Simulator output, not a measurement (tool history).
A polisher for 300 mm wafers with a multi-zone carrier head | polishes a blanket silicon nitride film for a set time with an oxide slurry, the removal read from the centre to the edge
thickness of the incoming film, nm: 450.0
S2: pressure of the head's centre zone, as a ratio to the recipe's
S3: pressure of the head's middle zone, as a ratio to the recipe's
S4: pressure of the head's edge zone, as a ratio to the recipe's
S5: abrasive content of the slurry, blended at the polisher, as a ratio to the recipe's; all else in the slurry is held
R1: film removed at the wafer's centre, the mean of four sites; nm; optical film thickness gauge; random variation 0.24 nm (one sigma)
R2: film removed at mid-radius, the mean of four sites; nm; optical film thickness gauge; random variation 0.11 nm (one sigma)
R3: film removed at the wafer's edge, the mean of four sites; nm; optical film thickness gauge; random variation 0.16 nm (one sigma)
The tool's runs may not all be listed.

{"run": 1, "hour": 0.0, "flow of slurry (ml/min)": 130, "S2": 1, "S3": 1, "S4": 1, "S5": 1, "polishing time (s)": 64, "R1": 35.111, "R2": 34.484, "R3": 34.636}
{"run": 2, "hour": 4.6, "flow of slurry (ml/min)": 130, "S2": 0.95, "S3": 1, "S4": 1, "S5": 1, "polishing time (s)": 64, "R1": 33.379, "R2": 34.215, "R3": 34.774}
{"run": 3, "hour": 13.0, "flow of slurry (ml/min)": 130, "S2": 1.02, "S3": 1, "S4": 1, "S5": 1, "polishing time (s)": 64, "R1": 35.156, "R2": 34.349, "R3": 34.438}
{"run": 4, "hour": 17.1, "flow of slurry (ml/min)": 130, "S2": 1.02, "S3": 1, "S4": 1, "S5": 1.15, "polishing time (s)": 64, "R1": 37.868, "R2": 36.464, "R3": 37.245}
{"run": 5, "hour": 17.8, "flow of slurry (ml/min)": 115, "S2": 1.02, "S3": 0.94, "S4": 0.97, "S5": 0.95, "polishing time (s)": 58, "R1": 30.11, "R2": 28.281, "R3": 29.845}
{"run": 6, "hour": 21.4, "flow of slurry (ml/min)": 115, "S2": 1.09, "S3": 0.94, "S4": 0.97, "S5": 0.95, "polishing time (s)": 58, "R1": 31.877, "R2": 28.062, "R3": 30.116}

Forecast run 7:
{"run": 7, "hour": 27.2, "flow of slurry (ml/min)": 110, "S2": 1.08, "S3": 0.91, "S4": 0.93, "S5": 0.8, "polishing time (s)": 54, "R1": "?", "R2": "?", "R3": "?"}

R1: 27.524 nm
R2: 23.813 nm
R3: 24.964 nm

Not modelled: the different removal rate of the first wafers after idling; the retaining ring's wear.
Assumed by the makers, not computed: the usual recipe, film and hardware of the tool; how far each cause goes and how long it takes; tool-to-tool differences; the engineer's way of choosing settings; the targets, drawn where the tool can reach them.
